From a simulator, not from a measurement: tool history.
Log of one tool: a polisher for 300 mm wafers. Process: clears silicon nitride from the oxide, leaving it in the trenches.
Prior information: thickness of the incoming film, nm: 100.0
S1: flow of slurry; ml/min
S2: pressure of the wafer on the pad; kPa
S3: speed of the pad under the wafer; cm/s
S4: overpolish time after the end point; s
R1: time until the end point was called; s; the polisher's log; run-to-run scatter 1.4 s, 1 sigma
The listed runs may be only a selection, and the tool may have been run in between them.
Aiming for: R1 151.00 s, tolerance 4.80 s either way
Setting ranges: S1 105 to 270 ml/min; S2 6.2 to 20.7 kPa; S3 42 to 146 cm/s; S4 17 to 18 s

run    day   S1    S2  S3  S4      R1
  1  0.000  175  13.1  94  17  183.44
  2  0.188  180  13.8  94  17  175.73
  3  0.492  180  14.5  94  17  164.90
  4  0.783  185  14.5  94  17  169.95
  5  0.829  220  14.5  94  17  165.56
     1.167  -- worn pad replaced by a new one
  6  1.167  205  14.5  94  17  155.38
  7  1.421  210  14.5  94  17  158.12
  8  1.558  215  14.5  94  17  155.07
  9  1.908  220  14.5  94  17  156.81

Next run, 4 choices. One meets every target within its allowed miss, the rest don't. Which?
  A  2.258  200  11.0  122  18   ?
  B  2.258  255  17.2   78  17   ?
  C  2.258  270  13.8   90  17   ?
  D  2.258  230  11.0  110  18   ?

move      R1
   A  152.49
   B  164.49
   C  168.86
   D  165.92
A: all results in spec
B: its largest miss is bigger than the last run's
C: its largest miss is bigger than the last run's
D: its largest miss is bigger than the last run's
Move A is the one to make.
